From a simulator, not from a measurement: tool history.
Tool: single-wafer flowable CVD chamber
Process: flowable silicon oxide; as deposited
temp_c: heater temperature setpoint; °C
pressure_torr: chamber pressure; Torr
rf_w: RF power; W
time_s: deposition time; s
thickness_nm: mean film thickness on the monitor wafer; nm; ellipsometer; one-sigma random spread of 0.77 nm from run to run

run 1 hour=0.0 | temp_c=100 pressure_torr=1.07 rf_w=1570 time_s=448 | thickness_nm=372.41
run 2 hour=4.1 | temp_c=100 pressure_torr=1.20 rf_w=1570 time_s=448 | thickness_nm=416.73
run 3 hour=7.4 | temp_c=100 pressure_torr=1.20 rf_w=1785 time_s=448 | thickness_nm=435.63
run 4 hour=12.8 | temp_c=103 pressure_torr=1.20 rf_w=1785 time_s=448 | thickness_nm=398.33
run 5 hour=16.9 | temp_c=103 pressure_torr=1.20 rf_w=2000 time_s=448 | thickness_nm=409.92
run 6 hour=23.5 | temp_c=103 pressure_torr=1.20 rf_w=2000 time_s=448 | thickness_nm=410.40
run 7 hour=25.3 | temp_c=106 pressure_torr=1.20 rf_w=2000 time_s=448 | thickness_nm=376.56
run 8 hour=27.8 | temp_c=109 pressure_torr=1.20 rf_w=2000 time_s=448 | thickness_nm=342.02
run 9 hour=32.3 | temp_c=111 pressure_torr=1.20 rf_w=2000 time_s=448 | thickness_nm=320.79

Forecast run 10:
run 10 hour=34.4 | temp_c=113 pressure_torr=1.20 rf_w=2000 time_s=448 | thickness_nm=?

{"run 10": {"thickness_nm": 304.61}}
